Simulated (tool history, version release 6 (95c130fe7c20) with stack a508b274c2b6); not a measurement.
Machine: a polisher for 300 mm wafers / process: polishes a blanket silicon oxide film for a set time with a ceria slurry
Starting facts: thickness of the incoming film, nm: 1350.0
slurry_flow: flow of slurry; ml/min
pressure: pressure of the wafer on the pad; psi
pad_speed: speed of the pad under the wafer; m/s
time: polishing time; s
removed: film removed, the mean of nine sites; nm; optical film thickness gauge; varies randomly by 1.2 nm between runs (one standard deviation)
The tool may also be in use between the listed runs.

run,hour,slurry_flow,pressure,pad_speed,time,removed
1,0.0,160,3.1,1.16,55,225.42
2,4.4,160,3.1,1.40,55,267.82
3,13.0,155,2.7,1.40,55,241.93
4,16.0,155,2.4,1.38,55,217.13
5,17.8,150,2.1,1.36,55,192.14
6,19.5,150,2.1,1.36,55,192.10
7,20.9,145,1.9,1.36,55,179.00
8,26.3,125,1.4,1.36,55,138.51
9,32.3,135,1.4,1.36,55,142.32
10,40.6,135,1.4,1.36,55,141.62
11,49.4,145,1.4,1.36,55,144.06
12,55.7,150,1.4,1.36,55,142.98
13,58.0,155,1.7,1.36,55,165.79

Estimate the outcome of run 14 from the log above:
14,63.5,150,1.7,1.36,55,?

Logged for run 14: removed 164.59 nm.

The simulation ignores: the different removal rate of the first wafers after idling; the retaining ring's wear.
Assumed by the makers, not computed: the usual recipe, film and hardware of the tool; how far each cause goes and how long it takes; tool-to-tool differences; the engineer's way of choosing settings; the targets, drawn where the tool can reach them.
